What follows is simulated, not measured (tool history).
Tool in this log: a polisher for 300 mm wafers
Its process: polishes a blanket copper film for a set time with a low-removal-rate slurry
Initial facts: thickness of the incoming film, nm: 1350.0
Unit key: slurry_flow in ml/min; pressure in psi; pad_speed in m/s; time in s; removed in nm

run    day  slurry_flow  pressure  pad_speed  slurry_solids  time  removed
  1      0          130       3.3       1.02              1    47   133.16
  2  0.112          130         3       1.02              1    47   123.48
  3  0.333          130       2.8       1.02              1    47   110.46
  4  0.408          130       3.3       1.02              1    47   134.96
  5  0.525          130       3.1       1.02              1    47   127.54
  6  0.675          130       2.9       1.02              1    47   118.57
  7  0.958          130       2.7       1.02              1    47    109.1

What will run 8 give?
  8  1.3          130       2.7       1.02              1    47        ?

Run 8 came out at removed 112.18 nm.
